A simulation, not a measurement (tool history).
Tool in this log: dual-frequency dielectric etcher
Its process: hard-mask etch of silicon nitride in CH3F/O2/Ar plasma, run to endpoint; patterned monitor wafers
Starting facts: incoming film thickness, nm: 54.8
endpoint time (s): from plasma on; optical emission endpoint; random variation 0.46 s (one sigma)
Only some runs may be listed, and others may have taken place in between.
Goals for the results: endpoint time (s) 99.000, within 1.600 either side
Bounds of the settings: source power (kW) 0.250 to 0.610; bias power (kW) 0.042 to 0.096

{"run": 1, "day": 0.0, "source power (kW)": 0.43, "bias power (kW)": 0.069, "endpoint time (s)": 79.854}
{"run": 2, "day": 0.183, "source power (kW)": 0.43, "bias power (kW)": 0.079, "endpoint time (s)": 76.755}
{"run": 3, "day": 0.512, "source power (kW)": 0.51, "bias power (kW)": 0.079, "endpoint time (s)": 71.387}
{"run": 4, "day": 0.788, "source power (kW)": 0.48, "bias power (kW)": 0.076, "endpoint time (s)": 73.786}
{"run": 5, "day": 0.838, "source power (kW)": 0.45, "bias power (kW)": 0.073, "endpoint time (s)": 76.659}
{"run": 6, "day": 1.1, "source power (kW)": 0.42, "bias power (kW)": 0.073, "endpoint time (s)": 78.244}
{"run": 7, "day": 1.392, "source power (kW)": 0.4, "bias power (kW)": 0.069, "endpoint time (s)": 81.806}
{"run": 8, "day": 1.725, "source power (kW)": 0.4, "bias power (kW)": 0.069, "endpoint time (s)": 80.695}
{"run": 9, "day": 2.033, "source power (kW)": 0.38, "bias power (kW)": 0.066, "endpoint time (s)": 84.607}
{"day": 2.2, "done": "source power generator calibrated"}
{"run": 10, "day": 2.2, "source power (kW)": 0.36, "bias power (kW)": 0.065, "endpoint time (s)": 87.995}
{"run": 11, "day": 2.267, "source power (kW)": 0.35, "bias power (kW)": 0.065, "endpoint time (s)": 88.552}
{"run": 12, "day": 2.579, "source power (kW)": 0.34, "bias power (kW)": 0.065, "endpoint time (s)": 89.679}
{"run": 13, "day": 2.746, "source power (kW)": 0.33, "bias power (kW)": 0.065, "endpoint time (s)": 90.289}
{"run": 14, "day": 2.8, "source power (kW)": 0.32, "bias power (kW)": 0.065, "endpoint time (s)": 91.569}
{"run": 15, "day": 3.071, "source power (kW)": 0.31, "bias power (kW)": 0.065, "endpoint time (s)": 93.62}
{"run": 16, "day": 3.175, "source power (kW)": 0.25, "bias power (kW)": 0.064, "endpoint time (s)": 102.5}

Which of these 4 next moves meets every target?
{"run": "A", "day": 3.279, "source power (kW)": 0.26, "bias power (kW)": 0.06, "endpoint time (s)": "?"}
{"run": "B", "day": 3.279, "source power (kW)": 0.26, "bias power (kW)": 0.069, "endpoint time (s)": "?"}
{"run": "C", "day": 3.279, "source power (kW)": 0.27, "bias power (kW)": 0.058, "endpoint time (s)": "?"}
{"run": "D", "day": 3.279, "source power (kW)": 0.3, "bias power (kW)": 0.049, "endpoint time (s)": "?"}

move=A endpoint_time_(s)=103.280
move=B endpoint_time_(s)=98.936
move=C endpoint_time_(s)=102.730
move=D endpoint_time_(s)=103.270
A: moves away from the targets compared with the last run
B: every result within its allowed miss
C: moves away from the targets compared with the last run
D: moves away from the targets compared with the last run
B is the move that brings every result within its allowed miss.
